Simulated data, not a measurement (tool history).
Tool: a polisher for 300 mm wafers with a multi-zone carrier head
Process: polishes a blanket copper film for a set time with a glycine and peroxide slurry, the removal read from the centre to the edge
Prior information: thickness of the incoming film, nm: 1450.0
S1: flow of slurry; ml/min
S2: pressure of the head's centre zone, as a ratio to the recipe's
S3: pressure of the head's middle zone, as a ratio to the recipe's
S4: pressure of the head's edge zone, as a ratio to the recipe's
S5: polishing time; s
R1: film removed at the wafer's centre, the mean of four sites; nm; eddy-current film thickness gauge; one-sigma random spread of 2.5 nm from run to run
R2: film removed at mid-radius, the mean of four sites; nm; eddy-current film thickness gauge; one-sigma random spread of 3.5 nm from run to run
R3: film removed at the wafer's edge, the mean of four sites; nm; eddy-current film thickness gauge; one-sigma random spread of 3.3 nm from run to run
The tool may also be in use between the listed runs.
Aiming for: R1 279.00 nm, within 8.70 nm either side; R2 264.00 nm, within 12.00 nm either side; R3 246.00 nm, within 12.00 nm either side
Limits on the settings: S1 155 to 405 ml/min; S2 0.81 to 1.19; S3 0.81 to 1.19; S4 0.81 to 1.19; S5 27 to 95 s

{"run": 1, "hour": 0.0, "S1": 260, "S2": 1.0, "S3": 1.0, "S4": 1.0, "S5": 61, "R1": 333.31, "R2": 323.25, "R3": 342.38}
{"run": 2, "hour": 0.9, "S1": 260, "S2": 1.0, "S3": 1.0, "S4": 1.07, "S5": 61, "R1": 330.87, "R2": 322.0, "R3": 358.16}
{"run": 3, "hour": 6.4, "S1": 265, "S2": 1.01, "S3": 1.01, "S4": 1.0, "S5": 56, "R1": 307.2, "R2": 305.91, "R3": 316.32}
{"run": 4, "hour": 14.4, "S1": 260, "S2": 1.03, "S3": 1.0, "S4": 0.95, "S5": 53, "R1": 295.04, "R2": 281.09, "R3": 293.1}
{"run": 5, "hour": 18.6, "S1": 260, "S2": 1.05, "S3": 1.02, "S4": 0.91, "S5": 51, "R1": 289.46, "R2": 270.01, "R3": 275.86}
{"run": 6, "hour": 27.2, "S1": 260, "S2": 1.05, "S3": 0.93, "S4": 0.91, "S5": 51, "R1": 290.78, "R2": 258.17, "R3": 280.69}
{"run": 7, "hour": 33.2, "S1": 260, "S2": 1.06, "S3": 0.98, "S4": 0.88, "S5": 50, "R1": 284.57, "R2": 259.61, "R3": 270.87}
{"run": 8, "hour": 36.5, "S1": 265, "S2": 1.07, "S3": 1.02, "S4": 0.86, "S5": 49, "R1": 282.67, "R2": 269.69, "R3": 259.13}

Below are 5 possible settings for the next run. Only one of them brings all results inside the allowed miss of their targets. Which is it?
{"run": "A", "hour": 39.8, "S1": 300, "S2": 1.15, "S3": 1.04, "S4": 0.81, "S5": 48, "R1": "?", "R2": "?", "R3": "?"}
{"run": "B", "hour": 39.8, "S1": 215, "S2": 1.15, "S3": 1.15, "S4": 0.92, "S5": 46, "R1": "?", "R2": "?", "R3": "?"}
{"run": "C", "hour": 39.8, "S1": 155, "S2": 1.09, "S3": 0.93, "S4": 1.05, "S5": 55, "R1": "?", "R2": "?", "R3": "?"}
{"run": "D", "hour": 39.8, "S1": 260, "S2": 0.95, "S3": 0.97, "S4": 0.9, "S5": 53, "R1": "?", "R2": "?", "R3": "?"}
{"run": "E", "hour": 39.8, "S1": 295, "S2": 1.14, "S3": 1.01, "S4": 0.81, "S5": 48, "R1": "?", "R2": "?", "R3": "?"}

move=A R1=298.90 R2=262.44 R3=246.40
move=B R1=273.39 R2=256.65 R3=241.46
move=C R1=289.81 R2=253.03 R3=293.97
move=D R1=272.22 R2=273.51 R3=281.48
move=E R1=295.88 R2=257.34 R3=246.14
A: brings the result that was furthest off to its target, and leaves another outside
B: meets every target
C: moves away from the targets compared with the last run
D: moves away from the targets compared with the last run
E: brings the result that was furthest off to its target, and leaves another outside
The right move is B.
